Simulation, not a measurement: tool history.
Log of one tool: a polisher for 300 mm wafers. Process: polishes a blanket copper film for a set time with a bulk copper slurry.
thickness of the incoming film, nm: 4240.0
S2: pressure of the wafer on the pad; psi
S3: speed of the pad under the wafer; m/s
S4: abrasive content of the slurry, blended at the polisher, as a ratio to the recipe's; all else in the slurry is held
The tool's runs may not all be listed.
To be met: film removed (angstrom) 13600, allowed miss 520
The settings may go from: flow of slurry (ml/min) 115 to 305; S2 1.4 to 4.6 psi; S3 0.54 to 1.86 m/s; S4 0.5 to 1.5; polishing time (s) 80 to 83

run 1 day=0 | flow_of_slurry_(ml/min)=195 S2=3 S3=1.18 S4=1 polishing_time_(s)=80 | film_removed_(angstrom)=10376
run 2 day=0.275 | flow_of_slurry_(ml/min)=195 S2=3.1 S3=1.18 S4=1 polishing_time_(s)=80 | film_removed_(angstrom)=10763
run 3 day=0.633 | flow_of_slurry_(ml/min)=215 S2=3.1 S3=1.18 S4=1 polishing_time_(s)=80 | film_removed_(angstrom)=10999
run 4 day=0.746 | flow_of_slurry_(ml/min)=220 S2=3.2 S3=1.18 S4=1 polishing_time_(s)=80 | film_removed_(angstrom)=11103
run 5 day=1.062 | flow_of_slurry_(ml/min)=220 S2=3.3 S3=1.18 S4=1 polishing_time_(s)=80 | film_removed_(angstrom)=11072
run 6 day=1.417 | flow_of_slurry_(ml/min)=220 S2=3.3 S3=1.18 S4=1 polishing_time_(s)=83 | film_removed_(angstrom)=11668
run 7 day=1.679 | flow_of_slurry_(ml/min)=220 S2=3.4 S3=1.18 S4=1 polishing_time_(s)=83 | film_removed_(angstrom)=11876
run 8 day=1.754 | flow_of_slurry_(ml/min)=220 S2=3.5 S3=1.18 S4=1 polishing_time_(s)=83 | film_removed_(angstrom)=12279
run 9 day=1.896 | flow_of_slurry_(ml/min)=220 S2=3.6 S3=1.18 S4=1 polishing_time_(s)=83 | film_removed_(angstrom)=12803
run 10 day=2.083 | flow_of_slurry_(ml/min)=220 S2=3.7 S3=1.18 S4=1 polishing_time_(s)=83 | film_removed_(angstrom)=12851

Which of these 5 next moves meets every target?
run A day=2.271 | flow_of_slurry_(ml/min)=265 S2=3.4 S3=1.32 S4=0.9 polishing_time_(s)=80 | film_removed_(angstrom)=?
run B day=2.271 | flow_of_slurry_(ml/min)=155 S2=4.2 S3=1.24 S4=0.5 polishing_time_(s)=83 | film_removed_(angstrom)=?
run C day=2.271 | flow_of_slurry_(ml/min)=195 S2=4 S3=1.28 S4=0.85 polishing_time_(s)=81 | film_removed_(angstrom)=?
run D day=2.271 | flow_of_slurry_(ml/min)=185 S2=3 S3=1.46 S4=1.05 polishing_time_(s)=83 | film_removed_(angstrom)=?
run E day=2.271 | flow_of_slurry_(ml/min)=180 S2=4.3 S3=1.12 S4=0.75 polishing_time_(s)=81 | film_removed_(angstrom)=?

move=A film_removed_(angstrom)=12315
move=B film_removed_(angstrom)=12077
move=C film_removed_(angstrom)=13322
move=D film_removed_(angstrom)=12388
move=E film_removed_(angstrom)=12367
A: further off than the last run
B: further off than the last run
C: meets every target
D: further off than the last run
E: further off than the last run
Answer: C

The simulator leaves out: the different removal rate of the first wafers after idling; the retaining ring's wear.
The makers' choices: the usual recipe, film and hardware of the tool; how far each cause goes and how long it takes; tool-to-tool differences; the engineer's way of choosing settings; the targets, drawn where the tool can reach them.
